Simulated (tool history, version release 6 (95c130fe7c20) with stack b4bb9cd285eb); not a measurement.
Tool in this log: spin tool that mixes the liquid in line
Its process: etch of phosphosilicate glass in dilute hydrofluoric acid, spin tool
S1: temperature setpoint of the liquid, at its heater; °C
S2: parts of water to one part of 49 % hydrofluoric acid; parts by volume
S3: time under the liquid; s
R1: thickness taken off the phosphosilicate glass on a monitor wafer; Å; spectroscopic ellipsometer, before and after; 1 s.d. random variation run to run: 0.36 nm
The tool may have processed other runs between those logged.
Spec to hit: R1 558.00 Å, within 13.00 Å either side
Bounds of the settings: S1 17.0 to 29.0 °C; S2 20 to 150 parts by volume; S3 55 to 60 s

run,hour,S1,S2,S3,R1
1,0.0,21.0,85,55,917.55
2,6.8,21.0,105,55,724.37
3,15.0,21.0,85,55,924.40
4,21.1,20.0,90,55,817.90
5,26.9,20.0,90,60,899.60
6,31.0,22.0,90,60,977.50
7,33.6,21.0,100,60,828.53
8,35.2,20.0,105,60,760.74
9,37.6,19.5,110,60,701.68
10,45.4,19.0,110,60,700.59
11,53.9,18.5,115,60,651.04
12,60.6,18.0,115,60,637.56

Which single option among these 4 for the next run brings every result within its allowed miss of target? Just one does.
A,67.3,17.5,95,60,?
B,67.3,17.0,95,60,?
C,67.3,18.0,110,55,?
D,67.3,20.5,140,60,?

move,R1
A,756.50
B,740.70
C,601.96
D,553.40
A: moves away from the targets compared with the last run
B: moves away from the targets compared with the last run
C: better than the last run, though not everything is in spec
D: meets every target
So the answer is move D, the one that meets all the targets.
